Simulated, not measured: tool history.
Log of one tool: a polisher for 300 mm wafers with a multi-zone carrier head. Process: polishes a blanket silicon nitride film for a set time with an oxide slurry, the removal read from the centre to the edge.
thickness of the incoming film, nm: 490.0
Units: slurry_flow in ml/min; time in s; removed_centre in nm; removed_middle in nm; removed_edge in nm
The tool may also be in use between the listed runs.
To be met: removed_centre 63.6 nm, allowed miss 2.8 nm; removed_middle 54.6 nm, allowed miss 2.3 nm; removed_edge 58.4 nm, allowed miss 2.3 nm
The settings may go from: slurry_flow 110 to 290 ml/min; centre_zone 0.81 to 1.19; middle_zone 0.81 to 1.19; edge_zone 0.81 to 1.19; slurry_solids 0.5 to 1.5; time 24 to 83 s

Run 1, hour 0: slurry_flow 185 ml/min, centre_zone 1, middle_zone 1, edge_zone 1, slurry_solids 1, time 53 s. Result: removed_centre 42.223 nm, removed_middle 41.264 nm, removed_edge 41.253 nm.
Run 2, hour 0.9: slurry_flow 190 ml/min, centre_zone 1.01, middle_zone 1, edge_zone 1.02, slurry_solids 1.05, time 53 s. Result: removed_centre 43.149 nm, removed_middle 40.808 nm, removed_edge 42.605 nm.
Run 3, hour 7: slurry_flow 190 ml/min, centre_zone 1.01, middle_zone 1, edge_zone 1.05, slurry_solids 1.05, time 53 s. Result: removed_centre 43.613 nm, removed_middle 42.056 nm, removed_edge 43.557 nm.
Run 4, hour 15.1: slurry_flow 190 ml/min, centre_zone 1.01, middle_zone 1, edge_zone 1, slurry_solids 1.05, time 53 s. Result: removed_centre 42.924 nm, removed_middle 41.608 nm, removed_edge 42.377 nm.
Run 5, hour 22.3: slurry_flow 195 ml/min, centre_zone 1.03, middle_zone 1.01, edge_zone 1.01, slurry_solids 1.1, time 53 s. Result: removed_centre 44.27 nm, removed_middle 43.886 nm, removed_edge 44.14 nm.
Run 6, hour 25.9: slurry_flow 195 ml/min, centre_zone 0.98, middle_zone 1.01, edge_zone 1.01, slurry_solids 1.1, time 53 s. Result: removed_centre 42.383 nm, removed_middle 42.771 nm, removed_edge 43.685 nm.
Run 7, hour 32.6: slurry_flow 195 ml/min, centre_zone 1.01, middle_zone 1, edge_zone 1.01, slurry_solids 1.15, time 54 s. Result: removed_centre 46.112 nm, removed_middle 44.216 nm, removed_edge 45.364 nm.
Run 8, hour 35.2: slurry_flow 200 ml/min, centre_zone 1.03, middle_zone 1, edge_zone 1.02, slurry_solids 1.2, time 54 s. Result: removed_centre 47.782 nm, removed_middle 45.369 nm, removed_edge 46.488 nm.
Run 9, hour 39.2: slurry_flow 200 ml/min, centre_zone 1.04, middle_zone 1, edge_zone 1.03, slurry_solids 1.25, time 54 s. Result: removed_centre 46.9 nm, removed_middle 46.049 nm, removed_edge 47.518 nm.
Run 10, hour 41.5: slurry_flow 205 ml/min, centre_zone 1.06, middle_zone 0.99, edge_zone 1.03, slurry_solids 1.3, time 55 s. Result: removed_centre 50.606 nm, removed_middle 45.894 nm, removed_edge 48.701 nm.
Run 11, hour 48.8: slurry_flow 210 ml/min, centre_zone 1.07, middle_zone 0.99, edge_zone 1.04, slurry_solids 1.35, time 56 s. Result: removed_centre 52.742 nm, removed_middle 48.716 nm, removed_edge 51.397 nm.
Run 12, hour 57.1: slurry_flow 245 ml/min, centre_zone 1.17, middle_zone 0.98, edge_zone 1.11, slurry_solids 1.5, time 57 s. Result: removed_centre 60.872 nm, removed_middle 51.157 nm, removed_edge 55.277 nm.

5 next moves are on the table. One of them brings every result within its allowed miss. Which?
Run A, hour 65.4: slurry_flow 215 ml/min, centre_zone 1.18, middle_zone 0.97, edge_zone 1.16, slurry_solids 1.5, time 57 s. Result: removed_centre ?, removed_middle ?, removed_edge ?.
Run B, hour 65.4: slurry_flow 220 ml/min, centre_zone 1.19, middle_zone 1.08, edge_zone 1.08, slurry_solids 1.45, time 61 s. Result: removed_centre ?, removed_middle ?, removed_edge ?.
Run C, hour 65.4: slurry_flow 270 ml/min, centre_zone 1.12, middle_zone 0.87, edge_zone 1.12, slurry_solids 1.5, time 57 s. Result: removed_centre ?, removed_middle ?, removed_edge ?.
Run D, hour 65.4: slurry_flow 195 ml/min, centre_zone 1.18, middle_zone 0.98, edge_zone 1.06, slurry_solids 1.5, time 62 s. Result: removed_centre ?, removed_middle ?, removed_edge ?.
Run E, hour 65.4: slurry_flow 280 ml/min, centre_zone 1.19, middle_zone 1.02, edge_zone 0.97, slurry_solids 1.5, time 63 s. Result: removed_centre ?, removed_middle ?, removed_edge ?.

move  removed_centre  removed_middle  removed_edge
   A          59.884          50.069        56.908
   B          63.971          58.197        58.203
   C          59.669          47.051         57.22
   D          64.119          54.164        58.636
   E          68.986          59.633        59.197
A: further off than the last run
B: takes the result that was furthest off past its target
C: further off than the last run
D: meets every target
E: takes the result that was furthest off past its target
Answer: D
